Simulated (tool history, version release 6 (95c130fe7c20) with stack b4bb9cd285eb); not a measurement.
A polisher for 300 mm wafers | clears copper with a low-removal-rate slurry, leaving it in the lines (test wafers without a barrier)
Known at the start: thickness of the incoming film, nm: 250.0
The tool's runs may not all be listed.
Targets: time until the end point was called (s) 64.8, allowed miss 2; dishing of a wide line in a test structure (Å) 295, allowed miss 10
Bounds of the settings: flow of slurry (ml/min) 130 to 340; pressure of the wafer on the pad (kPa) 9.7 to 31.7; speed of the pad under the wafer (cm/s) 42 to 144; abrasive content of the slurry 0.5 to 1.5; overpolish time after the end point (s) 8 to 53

| run | hour | flow of slurry (ml/min) | pressure of the wafer on the pad (kPa) | speed of the pad under the wafer (cm/s) | abrasive content of the slurry | overpolish time after the end point (s) | time until the end point was called (s) | dishing of a wide line in a test structure (Å) |
|---|---|---|---|---|---|---|---|---|
| 1 | 0 | 220 | 20.7 | 92 | 1 | 27 | 85.722 | 264.54 |
| 2 | 4.5 | 195 | 20.7 | 92 | 1 | 27 | 86.405 | 265.77 |
| 3 | 6.5 | 195 | 21.4 | 92 | 1 | 27 | 85.713 | 273.79 |
| 4 | 11.4 | 205 | 22.1 | 92 | 1 | 27 | 81.638 | 278.71 |
| 5 | 19.6 | 210 | 22.8 | 92 | 1 | 26 | 77.891 | 274.77 |
| 6 | 26.5 | 215 | 23.4 | 92 | 1 | 26 | 75.891 | 278.69 |
| 7 | 31.4 | 220 | 24.1 | 92 | 1 | 26 | 73.294 | 278.28 |
| 8 | 40.2 | 225 | 24.8 | 92 | 1 | 26 | 71.562 | 281.09 |
| 9 | 40.9 | 230 | 26.2 | 92 | 1 | 27 | 67.463 | 291.56 |

Which of these 4 next moves meets every target?
| A | 41.6 | 260 | 23.4 | 110 | 0.8 | 34 | ? | ? |
| B | 41.6 | 300 | 29.6 | 70 | 1.4 | 29 | ? | ? |
| C | 41.6 | 295 | 26.9 | 96 | 1.1 | 18 | ? | ? |
| D | 41.6 | 245 | 24.8 | 104 | 1.15 | 19 | ? | ? |

| move | time until the end point was called (s) | dishing of a wide line in a test structure (Å) |
|---|---|---|
| A | 64.561 | 297.58 |
| B | 71.52 | 291.26 |
| C | 60.562 | 269.46 |
| D | 61.221 | 271.79 |
A: meets every target
B: further off than the last run
C: takes the result that was furthest off past its target
D: takes the result that was furthest off past its target
The right move is A.
